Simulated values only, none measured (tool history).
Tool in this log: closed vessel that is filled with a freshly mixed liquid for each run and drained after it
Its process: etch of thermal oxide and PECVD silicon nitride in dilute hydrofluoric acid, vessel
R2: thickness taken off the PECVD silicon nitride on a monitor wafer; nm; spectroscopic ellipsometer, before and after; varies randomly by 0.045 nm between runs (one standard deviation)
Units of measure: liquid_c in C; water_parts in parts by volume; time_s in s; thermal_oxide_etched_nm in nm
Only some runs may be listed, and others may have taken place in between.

{"run": 1, "hour": 0.0, "liquid_c": 23, "water_parts": 45, "time_s": 165, "thermal_oxide_etched_nm": 19.707, "R2": 7.2062}
{"run": 2, "hour": 3.3, "liquid_c": 23, "water_parts": 40, "time_s": 165, "thermal_oxide_etched_nm": 22.432, "R2": 8.0802}
{"run": 3, "hour": 5.4, "liquid_c": 23, "water_parts": 50, "time_s": 165, "thermal_oxide_etched_nm": 17.849, "R2": 6.4179}
{"run": 4, "hour": 14.4, "liquid_c": 23.5, "water_parts": 50, "time_s": 165, "thermal_oxide_etched_nm": 18.18, "R2": 6.6718}
{"run": 5, "hour": 23.5, "liquid_c": 24, "water_parts": 55, "time_s": 165, "thermal_oxide_etched_nm": 16.767, "R2": 6.224}
{"run": 6, "hour": 28.8, "liquid_c": 24, "water_parts": 55, "time_s": 215, "thermal_oxide_etched_nm": 21.935, "R2": 8.1971}

Expected results for the next run?
{"run": 7, "hour": 30.6, "liquid_c": 24, "water_parts": 60, "time_s": 215, "thermal_oxide_etched_nm": "?", "R2": "?"}

thermal_oxide_etched_nm: 19.919 nm
R2: 7.6151 nm
